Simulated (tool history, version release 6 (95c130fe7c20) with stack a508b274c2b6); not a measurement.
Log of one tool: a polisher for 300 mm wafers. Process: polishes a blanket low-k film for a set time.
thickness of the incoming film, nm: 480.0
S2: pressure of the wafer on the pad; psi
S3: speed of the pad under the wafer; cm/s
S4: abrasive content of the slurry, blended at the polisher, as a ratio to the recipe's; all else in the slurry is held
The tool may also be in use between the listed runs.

run 1 day=0.000 | flow_of_slurry_(ml/min)=145 S2=2.4 S3=104 S4=1.0 polishing_time_(s)=91 | film_removed_(nm)=47.652
run 2 day=0.217 | flow_of_slurry_(ml/min)=180 S2=2.4 S3=104 S4=1.0 polishing_time_(s)=91 | film_removed_(nm)=49.517
run 3 day=0.367 | flow_of_slurry_(ml/min)=180 S2=2.4 S3=104 S4=1.0 polishing_time_(s)=91 | film_removed_(nm)=49.506
run 4 day=0.671 | flow_of_slurry_(ml/min)=180 S2=2.1 S3=100 S4=1.0 polishing_time_(s)=91 | film_removed_(nm)=43.093
-- day=0.962 slurry blender recalibrated
run 5 day=0.962 | flow_of_slurry_(ml/min)=180 S2=2.1 S3=100 S4=0.8 polishing_time_(s)=91 | film_removed_(nm)=42.658
run 6 day=1.129 | flow_of_slurry_(ml/min)=180 S2=2.1 S3=100 S4=0.8 polishing_time_(s)=91 | film_removed_(nm)=42.325

Forecast run 7:
run 7 day=1.200 | flow_of_slurry_(ml/min)=175 S2=1.9 S3=96 S4=0.8 polishing_time_(s)=91 | film_removed_(nm)=?

film removed (nm): 37.846
